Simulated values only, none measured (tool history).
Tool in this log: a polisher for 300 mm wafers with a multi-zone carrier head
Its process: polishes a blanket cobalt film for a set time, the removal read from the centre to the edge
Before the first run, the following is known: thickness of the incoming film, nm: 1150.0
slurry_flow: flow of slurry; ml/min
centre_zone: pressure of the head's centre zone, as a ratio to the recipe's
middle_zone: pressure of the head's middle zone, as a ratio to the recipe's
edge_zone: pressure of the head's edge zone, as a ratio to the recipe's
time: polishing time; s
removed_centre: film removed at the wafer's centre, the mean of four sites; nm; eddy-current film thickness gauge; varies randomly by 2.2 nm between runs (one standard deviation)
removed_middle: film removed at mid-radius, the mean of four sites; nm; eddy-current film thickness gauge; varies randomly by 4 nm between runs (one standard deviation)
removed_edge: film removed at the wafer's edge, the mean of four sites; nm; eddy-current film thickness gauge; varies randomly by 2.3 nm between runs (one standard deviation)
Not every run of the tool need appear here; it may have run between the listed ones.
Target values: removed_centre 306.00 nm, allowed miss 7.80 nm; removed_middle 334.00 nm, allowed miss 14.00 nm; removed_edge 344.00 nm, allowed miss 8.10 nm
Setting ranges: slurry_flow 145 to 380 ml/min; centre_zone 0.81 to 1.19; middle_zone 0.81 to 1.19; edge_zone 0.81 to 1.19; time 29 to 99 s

run	hour	slurry_flow	centre_zone	middle_zone	edge_zone	time	removed_centre	removed_middle	removed_edge
1	0.0	245	1.00	1.00	1.00	64	265.16	265.93	264.15
2	5.5	245	1.00	1.00	0.95	64	266.13	272.82	254.43
3	9.4	270	1.00	1.00	0.95	64	271.19	275.46	257.98
4	18.0	280	0.99	1.02	0.99	66	275.55	283.50	273.40
5	18.8	280	0.99	1.02	0.93	66	273.33	289.90	261.02
6	25.8	285	0.99	1.04	0.98	68	284.67	304.26	277.24
7	30.9	290	0.98	1.05	1.02	69	286.24	304.87	287.04
8	34.0	290	0.97	1.06	1.05	70	286.41	327.86	296.87
9	39.5	295	0.97	1.05	1.08	71	290.93	319.05	309.14
10	44.5	300	0.97	1.05	1.10	72	297.64	330.15	312.62
11	47.0	300	0.96	1.04	1.12	73	296.58	325.87	324.11
12	51.8	305	0.96	1.04	1.13	73	299.71	332.73	325.55
13	57.4	310	0.96	1.03	1.14	73	295.21	325.20	326.82
14	64.6	310	0.96	1.03	1.15	73	295.28	322.40	328.11
15	67.0	310	0.96	1.03	1.16	73	297.74	334.35	327.91
16	74.5	310	0.96	1.02	1.17	73	299.16	319.15	328.60
17	82.0	315	0.95	1.02	1.18	74	299.13	328.46	333.18

Exactly one of the 4 candidate moves below puts every result within its allowed miss. Which one?
A	89.5	310	1.05	1.09	1.14	70	?	?	?
B	89.5	380	0.94	1.01	1.19	75	?	?	?
C	89.5	355	0.94	1.02	1.19	71	?	?	?
D	89.5	280	0.96	1.03	1.13	73	?	?	?

move	removed_centre	removed_middle	removed_edge
A	311.48	327.85	309.03
B	304.34	335.41	343.69
C	286.36	318.39	323.91
D	293.17	322.49	318.46
A: the biggest miss grows against the last run
B: every result within its allowed miss
C: the biggest miss grows against the last run
D: the biggest miss grows against the last run
Go with B: it meets all targets.
